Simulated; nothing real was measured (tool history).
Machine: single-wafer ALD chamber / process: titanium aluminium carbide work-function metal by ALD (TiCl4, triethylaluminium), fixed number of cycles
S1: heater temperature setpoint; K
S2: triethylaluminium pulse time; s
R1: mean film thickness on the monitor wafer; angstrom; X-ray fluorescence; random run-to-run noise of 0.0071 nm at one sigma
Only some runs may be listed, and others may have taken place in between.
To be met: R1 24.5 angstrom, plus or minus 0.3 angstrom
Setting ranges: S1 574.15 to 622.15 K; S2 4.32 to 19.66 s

run 1 hour=0 | S1=598.15 S2=11.99 | R1=22.917
run 2 hour=3.4 | S1=591.15 S2=11.99 | R1=22.204
run 3 hour=9.2 | S1=598.15 S2=11.99 | R1=22.72
run 4 hour=14.1 | S1=600.15 S2=12.24 | R1=22.994
run 5 hour=17.3 | S1=592.15 S2=12.24 | R1=22.307
run 6 hour=23 | S1=595.15 S2=12.49 | R1=22.604
run 7 hour=25.3 | S1=597.15 S2=12.71 | R1=23.006
run 8 hour=33.4 | S1=599.15 S2=12.8 | R1=23.142
run 9 hour=36.9 | S1=600.15 S2=12.9 | R1=23.105
run 10 hour=45.6 | S1=602.15 S2=13.07 | R1=23.389
run 11 hour=51.5 | S1=603.15 S2=13.18 | R1=23.427
run 12 hour=55.6 | S1=604.15 S2=13.31 | R1=23.653
run 13 hour=59 | S1=605.15 S2=13.38 | R1=23.791
run 14 hour=67.6 | S1=606.15 S2=13.44 | R1=23.799
run 15 hour=69.6 | S1=606.15 S2=13.44 | R1=23.937
run 16 hour=73 | S1=607.15 S2=13.48 | R1=23.884
run 17 hour=73.6 | S1=608.15 S2=13.55 | R1=24.02
run 18 hour=82.6 | S1=609.15 S2=13.6 | R1=24.245
run 19 hour=88.5 | S1=609.15 S2=13.62 | R1=24.12
run 20 hour=95.4 | S1=609.15 S2=13.62 | R1=24.179
run 21 hour=97.1 | S1=609.15 S2=13.65 | R1=24.285
run 22 hour=104.7 | S1=609.15 S2=13.67 | R1=24.146
run 23 hour=109.4 | S1=609.15 S2=13.7 | R1=24.082
run 24 hour=115.5 | S1=609.15 S2=13.7 | R1=24.205
run 25 hour=122.1 | S1=609.15 S2=13.73 | R1=24.024

Of the 4 settings listed for the next run, only one would bring every result within its allowed miss of target. Which one?
run A hour=128.7 | S1=615.15 S2=12.14 | R1=?
run B hour=128.7 | S1=605.15 S2=12.95 | R1=?
run C hour=128.7 | S1=604.15 S2=14.2 | R1=?
run D hour=128.7 | S1=598.15 S2=13.53 | R1=?

move=A R1=24.54
move=B R1=23.598
move=C R1=23.58
move=D R1=22.931
A: meets every target
B: misses by more than the last run did
C: misses by more than the last run did
D: misses by more than the last run did
Move A is the one to make.
